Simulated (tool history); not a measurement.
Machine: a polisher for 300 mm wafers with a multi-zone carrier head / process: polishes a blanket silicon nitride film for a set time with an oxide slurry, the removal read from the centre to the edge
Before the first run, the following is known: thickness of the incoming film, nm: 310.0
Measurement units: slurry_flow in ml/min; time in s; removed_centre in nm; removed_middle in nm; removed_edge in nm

run 1 day=0 | slurry_flow=310 centre_zone=1 middle_zone=1 edge_zone=1 slurry_solids=1 time=56 | removed_centre=35.456 removed_middle=36.778 removed_edge=35.768
run 2 day=0.05 | slurry_flow=320 centre_zone=0.97 middle_zone=1.02 edge_zone=1.06 slurry_solids=1 time=56 | removed_centre=35.575 removed_middle=37.614 removed_edge=37.315
run 3 day=0.192 | slurry_flow=320 centre_zone=0.97 middle_zone=1.02 edge_zone=1.06 slurry_solids=1.2 time=56 | removed_centre=39.373 removed_middle=42.041 removed_edge=41.935
run 4 day=0.517 | slurry_flow=320 centre_zone=0.97 middle_zone=1.08 edge_zone=1.06 slurry_solids=1.2 time=56 | removed_centre=38.689 removed_middle=43.678 removed_edge=41.599
run 5 day=0.808 | slurry_flow=320 centre_zone=0.97 middle_zone=1.08 edge_zone=1.11 slurry_solids=1.2 time=56 | removed_centre=38.889 removed_middle=43.593 removed_edge=42.21
run 6 day=0.833 | slurry_flow=320 centre_zone=0.97 middle_zone=1.17 edge_zone=1.11 slurry_solids=1.2 time=56 | removed_centre=38.69 removed_middle=46.995 removed_edge=41.625
run 7 day=0.867 | slurry_flow=305 centre_zone=0.94 middle_zone=1.13 edge_zone=1.11 slurry_solids=1.2 time=56 | removed_centre=36.932 removed_middle=45.722 removed_edge=41.324
run 8 day=1.071 | slurry_flow=290 centre_zone=0.92 middle_zone=1.09 edge_zone=1.12 slurry_solids=1.2 time=56 | removed_centre=36.59 removed_middle=43.537 removed_edge=41.334
-- day=1.254 worn pad replaced by a new one
run 9 day=1.254 | slurry_flow=250 centre_zone=0.82 middle_zone=1.04 edge_zone=1.16 slurry_solids=1.2 time=56 | removed_centre=37.711 removed_middle=47.158 removed_edge=47.774

The next listed run, before its measurement:
run 10 day=1.612 | slurry_flow=250 centre_zone=0.82 middle_zone=1.03 edge_zone=1.15 slurry_solids=1.1 time=56 | removed_centre=? removed_middle=? removed_edge=?

Logged for run 10: removed_centre 34.547 nm, removed_middle 45.512 nm, removed_edge 46.532 nm.
